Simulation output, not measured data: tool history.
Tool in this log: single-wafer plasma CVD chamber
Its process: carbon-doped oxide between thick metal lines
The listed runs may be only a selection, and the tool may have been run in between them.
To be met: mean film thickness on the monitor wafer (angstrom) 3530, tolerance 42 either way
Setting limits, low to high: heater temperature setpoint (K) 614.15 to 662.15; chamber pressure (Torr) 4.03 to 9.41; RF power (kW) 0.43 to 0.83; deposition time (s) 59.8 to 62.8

run	hour	heater temperature setpoint (K)	chamber pressure (Torr)	RF power (kW)	deposition time (s)	mean film thickness on the monitor wafer (angstrom)
1	0	638.15	6.72	0.63	62.8	3787.1
2	7	638.15	6.72	0.72	62.8	4121.9
3	12.4	638.15	7.7	0.72	62.8	4168.5
4	16.6	643.15	7.7	0.72	62.8	4143.1
5	22.6	643.15	8.12	0.72	62.8	4148.3
6	30.6	643.15	8.12	0.76	62.8	4270.5
7	34.1	644.15	7.98	0.74	62.7	4197.1
8	41.5	654.15	6.81	0.64	62	3663.1
9	43.5	654.15	6.74	0.64	62	3643.5
10	48.1	655.15	6.68	0.64	62	3672.8
11	49.2	655.15	6.68	0.64	62	3632.7
12	54.9	655.15	6.62	0.64	62	3651.6

Next run, 5 choices. One meets every target within its allowed miss, the rest don't. Which?
A	60.6	650.15	7.43	0.635	60.7	?
B	60.6	648.15	7.35	0.65	59.8	?
C	60.6	658.15	5.86	0.635	61.3	?
D	60.6	654.15	6.36	0.645	61	?
E	60.6	662.15	6.04	0.655	62.1	?

move	mean film thickness on the monitor wafer (angstrom)
A	3636.4
B	3645.7
C	3519.2
D	3604.7
E	3627
A: nearer than the last run, and not there yet
B: about as far from the targets as the last run
C: hits every target within its allowed miss
D: nearer than the last run, and not there yet
E: nearer than the last run, and not there yet
So the answer is move C, the one that meets all the targets.
